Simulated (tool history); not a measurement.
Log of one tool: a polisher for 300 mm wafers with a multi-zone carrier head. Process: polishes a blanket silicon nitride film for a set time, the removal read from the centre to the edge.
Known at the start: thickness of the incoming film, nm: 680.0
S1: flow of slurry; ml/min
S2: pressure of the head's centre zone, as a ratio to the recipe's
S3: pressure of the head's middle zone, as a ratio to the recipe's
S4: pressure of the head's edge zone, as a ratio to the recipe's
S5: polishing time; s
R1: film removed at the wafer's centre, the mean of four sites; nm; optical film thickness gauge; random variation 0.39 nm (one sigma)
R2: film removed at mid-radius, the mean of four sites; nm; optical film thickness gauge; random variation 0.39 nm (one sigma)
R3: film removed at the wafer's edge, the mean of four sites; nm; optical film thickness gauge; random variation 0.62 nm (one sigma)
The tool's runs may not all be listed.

run,day,S1,S2,S3,S4,S5,R1,R2,R3
1,0,210,1,1,1,77,87.722,85.723,86.249
2,0.221,205,0.97,0.99,0.94,71,78.753,78.977,76.358
3,0.446,190,0.93,0.96,0.9,68,72.031,72.152,71.469
4,0.654,165,0.93,0.96,0.9,68,69.151,70.534,70.236
5,0.892,165,0.93,0.96,0.84,68,69.322,70.444,68.745
6,1.117,165,0.93,1,0.84,68,70.047,73.519,68.627
7,1.238,165,0.92,0.99,0.83,66,67.012,70.745,66.87
8,1.567,145,0.9,0.97,0.81,61,58.217,62.365,59.691
9,1.908,155,0.9,0.97,0.82,61,59.532,63.243,60.359

The next listed run, before its measurement:
10,2.133,165,0.9,0.97,0.83,61,?,?,?

R1: 60.24 nm
R2: 63.984 nm
R3: 61.546 nm

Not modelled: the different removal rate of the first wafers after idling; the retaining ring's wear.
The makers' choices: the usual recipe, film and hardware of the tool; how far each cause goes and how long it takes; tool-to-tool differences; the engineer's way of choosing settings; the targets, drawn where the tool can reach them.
